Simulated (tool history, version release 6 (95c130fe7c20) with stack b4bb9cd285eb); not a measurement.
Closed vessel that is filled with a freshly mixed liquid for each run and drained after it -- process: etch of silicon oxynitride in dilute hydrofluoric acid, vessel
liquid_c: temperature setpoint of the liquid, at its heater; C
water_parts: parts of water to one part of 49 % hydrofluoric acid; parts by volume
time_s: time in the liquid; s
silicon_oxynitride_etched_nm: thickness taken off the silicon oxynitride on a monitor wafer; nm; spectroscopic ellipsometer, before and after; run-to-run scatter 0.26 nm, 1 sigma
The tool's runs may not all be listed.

run 1 hour=0.0 | liquid_c=23.0 water_parts=265 time_s=3180 | silicon_oxynitride_etched_nm=34.806
run 2 hour=4.0 | liquid_c=24.5 water_parts=265 time_s=3180 | silicon_oxynitride_etched_nm=37.238
run 3 hour=8.9 | liquid_c=26.5 water_parts=265 time_s=3180 | silicon_oxynitride_etched_nm=40.877
run 4 hour=12.2 | liquid_c=26.5 water_parts=265 time_s=3390 | silicon_oxynitride_etched_nm=44.101
run 5 hour=12.9 | liquid_c=25.0 water_parts=270 time_s=3390 | silicon_oxynitride_etched_nm=39.789
run 6 hour=21.1 | liquid_c=24.0 water_parts=270 time_s=3390 | silicon_oxynitride_etched_nm=37.801
run 7 hour=24.6 | liquid_c=23.0 water_parts=270 time_s=3390 | silicon_oxynitride_etched_nm=36.295
run 8 hour=30.5 | liquid_c=22.0 water_parts=270 time_s=3390 | silicon_oxynitride_etched_nm=35.185
run 9 hour=33.9 | liquid_c=21.0 water_parts=270 time_s=3390 | silicon_oxynitride_etched_nm=33.847
run 10 hour=39.8 | liquid_c=20.5 water_parts=270 time_s=3390 | silicon_oxynitride_etched_nm=32.658

Expected results for the next run?
run 11 hour=45.8 | liquid_c=20.0 water_parts=270 time_s=3390 | silicon_oxynitride_etched_nm=?

silicon_oxynitride_etched_nm: 31.759 nm

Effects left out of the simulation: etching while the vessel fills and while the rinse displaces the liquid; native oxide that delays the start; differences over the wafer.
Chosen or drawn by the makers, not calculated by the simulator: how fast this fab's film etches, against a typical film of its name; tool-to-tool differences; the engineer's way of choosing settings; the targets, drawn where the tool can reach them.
